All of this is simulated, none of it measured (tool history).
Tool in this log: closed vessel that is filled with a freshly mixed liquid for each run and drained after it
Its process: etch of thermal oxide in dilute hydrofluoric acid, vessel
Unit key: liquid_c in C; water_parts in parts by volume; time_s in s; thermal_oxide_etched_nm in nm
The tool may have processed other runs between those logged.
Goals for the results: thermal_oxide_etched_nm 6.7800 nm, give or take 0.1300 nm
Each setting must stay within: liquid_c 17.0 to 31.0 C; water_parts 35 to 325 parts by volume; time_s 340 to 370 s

| run | hour | liquid_c | water_parts | time_s | thermal_oxide_etched_nm |
|---|---|---|---|---|---|
| 1 | 0.0 | 23.0 | 180 | 340 | 7.4387 |
| 2 | 8.3 | 23.0 | 125 | 340 | 11.4260 |
| 3 | 9.6 | 23.0 | 180 | 340 | 7.4928 |
| 4 | 18.3 | 22.5 | 180 | 340 | 7.3081 |
| 5 | 22.8 | 22.5 | 180 | 370 | 7.9914 |
| 6 | 27.0 | 22.0 | 180 | 370 | 7.8114 |
| 7 | 28.8 | 21.5 | 180 | 370 | 7.7133 |
| 8 | 32.5 | 21.0 | 180 | 370 | 7.4593 |
| 9 | 33.7 | 20.5 | 180 | 370 | 7.4146 |
| 10 | 38.8 | 20.0 | 180 | 370 | 7.2705 |
| 11 | 40.2 | 19.5 | 180 | 370 | 7.0890 |

Pick the move, out of 4, that brings all results within their allowed miss; only one does.
| A | 41.6 | 21.0 | 175 | 370 | ? |
| B | 41.6 | 24.5 | 210 | 350 | ? |
| C | 41.6 | 19.5 | 185 | 345 | ? |
| D | 41.6 | 19.0 | 185 | 360 | ? |

| move | thermal_oxide_etched_nm |
|---|---|
| A | 7.7850 |
| B | 6.7476 |
| C | 6.4116 |
| D | 6.5603 |
A: lands further from the targets than the last run did
B: meets every target
C: moves the result that the last run missed by most past its target, out the other side
D: moves the result that the last run missed by most past its target, out the other side
B meets every target.

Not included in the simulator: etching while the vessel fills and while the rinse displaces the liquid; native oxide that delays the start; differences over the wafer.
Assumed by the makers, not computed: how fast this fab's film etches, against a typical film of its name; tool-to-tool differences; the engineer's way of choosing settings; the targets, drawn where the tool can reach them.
